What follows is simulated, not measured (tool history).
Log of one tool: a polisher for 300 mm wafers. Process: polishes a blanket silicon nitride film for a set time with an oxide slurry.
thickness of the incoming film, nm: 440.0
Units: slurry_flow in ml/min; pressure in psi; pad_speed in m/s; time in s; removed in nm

| run | day | slurry_flow | pressure | pad_speed | slurry_solids | time | removed |
|---|---|---|---|---|---|---|---|
| 1 | 0.000 | 185 | 4.8 | 0.94 | 1.0 | 69 | 60.152 |
| 2 | 0.217 | 185 | 5.3 | 0.94 | 1.0 | 69 | 64.521 |
| 3 | 0.312 | 220 | 5.3 | 0.94 | 1.0 | 69 | 66.070 |
| 4 | 0.654 | 260 | 5.3 | 0.94 | 1.0 | 69 | 64.643 |
| 5 | 0.917 | 260 | 5.7 | 0.94 | 1.0 | 69 | 71.078 |
| 6 | 0.967 | 260 | 5.9 | 0.94 | 1.0 | 69 | 74.157 |

The next listed run, before its measurement:
| 7 | 0.992 | 260 | 6.1 | 0.94 | 1.0 | 69 | ? |

Run 7 gave removed 76.256 nm.
